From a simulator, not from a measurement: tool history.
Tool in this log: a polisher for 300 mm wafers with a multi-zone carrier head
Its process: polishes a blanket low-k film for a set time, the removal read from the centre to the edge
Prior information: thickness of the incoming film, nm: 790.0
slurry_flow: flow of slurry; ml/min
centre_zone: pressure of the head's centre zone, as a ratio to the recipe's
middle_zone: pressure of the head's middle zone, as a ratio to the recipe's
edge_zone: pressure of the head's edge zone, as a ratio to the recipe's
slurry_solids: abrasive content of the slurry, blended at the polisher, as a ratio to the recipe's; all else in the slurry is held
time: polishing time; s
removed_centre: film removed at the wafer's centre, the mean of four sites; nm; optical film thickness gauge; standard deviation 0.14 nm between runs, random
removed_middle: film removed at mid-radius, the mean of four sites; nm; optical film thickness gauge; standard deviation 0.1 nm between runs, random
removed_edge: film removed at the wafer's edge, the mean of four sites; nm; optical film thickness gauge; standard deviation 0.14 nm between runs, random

Run 1, hour 0: slurry_flow 195 ml/min, centre_zone 1, middle_zone 1, edge_zone 1, slurry_solids 1, time 33 s. Result: removed_centre 17.321 nm, removed_middle 16.408 nm, removed_edge 16.733 nm.
Run 2, hour 6.9: slurry_flow 195 ml/min, centre_zone 0.93, middle_zone 1, edge_zone 1, slurry_solids 1, time 33 s. Result: removed_centre 16.416 nm, removed_middle 16.398 nm, removed_edge 16.072 nm.
Run 3, hour 9: slurry_flow 190 ml/min, centre_zone 0.91, middle_zone 1.01, edge_zone 0.99, slurry_solids 0.9, time 32 s. Result: removed_centre 14.408 nm, removed_middle 15.391 nm, removed_edge 14.769 nm.
Run 4, hour 11.8: slurry_flow 190 ml/min, centre_zone 0.91, middle_zone 1.01, edge_zone 0.99, slurry_solids 0.9, time 26 s. Result: removed_centre 11.822 nm, removed_middle 12.522 nm, removed_edge 11.714 nm.
Run 5, hour 20.7: slurry_flow 190 ml/min, centre_zone 0.91, middle_zone 1.06, edge_zone 0.99, slurry_solids 0.9, time 26 s. Result: removed_centre 11.756 nm, removed_middle 12.721 nm, removed_edge 12.178 nm.
Run 6, hour 22.2: slurry_flow 185 ml/min, centre_zone 0.89, middle_zone 1.04, edge_zone 0.97, slurry_solids 0.9, time 26 s. Result: removed_centre 11.594 nm, removed_middle 12.3 nm, removed_edge 11.628 nm.
Run 7, hour 25.2: slurry_flow 185 ml/min, centre_zone 0.87, middle_zone 1.05, edge_zone 0.95, slurry_solids 0.85, time 26 s. Result: removed_centre 10.97 nm, removed_middle 12.452 nm, removed_edge 11.401 nm.

Run 8 is up next; what results do you expect?
Run 8, hour 31.1: slurry_flow 180 ml/min, centre_zone 0.86, middle_zone 1.04, edge_zone 0.93, slurry_solids 0.85, time 26 s. Result: removed_centre ?, removed_middle ?, removed_edge ?.

For run 8 the tool returned removed_centre 10.993 nm, removed_middle 12.105 nm, removed_edge 11.606 nm.

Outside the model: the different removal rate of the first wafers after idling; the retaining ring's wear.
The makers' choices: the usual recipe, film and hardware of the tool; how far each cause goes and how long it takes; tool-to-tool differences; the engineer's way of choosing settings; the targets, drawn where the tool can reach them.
